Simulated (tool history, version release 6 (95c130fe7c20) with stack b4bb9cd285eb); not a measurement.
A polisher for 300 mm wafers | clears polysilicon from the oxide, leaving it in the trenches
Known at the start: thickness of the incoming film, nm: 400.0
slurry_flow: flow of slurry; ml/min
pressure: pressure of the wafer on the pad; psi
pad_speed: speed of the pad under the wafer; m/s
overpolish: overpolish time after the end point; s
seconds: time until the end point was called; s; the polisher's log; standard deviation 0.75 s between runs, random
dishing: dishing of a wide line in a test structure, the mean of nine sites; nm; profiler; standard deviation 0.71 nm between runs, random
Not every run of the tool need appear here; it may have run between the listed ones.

Run 1, hour 0: slurry_flow 305 ml/min, pressure 1.7 psi, pad_speed 1.1 m/s, overpolish 9 s. Result: seconds 45.746 s, dishing 40.666 nm.
Run 2, hour 4.5: slurry_flow 305 ml/min, pressure 1.7 psi, pad_speed 1.34 m/s, overpolish 9 s. Result: seconds 37.557 s, dishing 44.432 nm.
Run 3, hour 7.9: slurry_flow 305 ml/min, pressure 1.7 psi, pad_speed 1.34 m/s, overpolish 7 s. Result: seconds 38.028 s, dishing 40.197 nm.
Run 4, hour 11.2: slurry_flow 240 ml/min, pressure 1.7 psi, pad_speed 1.34 m/s, overpolish 7 s. Result: seconds 38.781 s, dishing 40.11 nm.
Run 5, hour 16.4: slurry_flow 280 ml/min, pressure 1.7 psi, pad_speed 1.34 m/s, overpolish 7 s. Result: seconds 38.201 s, dishing 37.496 nm.
Run 6, hour 20.3: slurry_flow 305 ml/min, pressure 1.7 psi, pad_speed 1.34 m/s, overpolish 7 s. Result: seconds 37.819 s, dishing 37.837 nm.
Run 7, hour 22: slurry_flow 295 ml/min, pressure 1.5 psi, pad_speed 1.26 m/s, overpolish 8 s. Result: seconds 45.94 s, dishing 39.982 nm.

What will run 8 give?
Run 8, hour 23.8: slurry_flow 295 ml/min, pressure 1.3 psi, pad_speed 1.22 m/s, overpolish 8 s. Result: seconds ?, dishing ?.

Run 8 measured seconds 53.979 s, dishing 36.066 nm.

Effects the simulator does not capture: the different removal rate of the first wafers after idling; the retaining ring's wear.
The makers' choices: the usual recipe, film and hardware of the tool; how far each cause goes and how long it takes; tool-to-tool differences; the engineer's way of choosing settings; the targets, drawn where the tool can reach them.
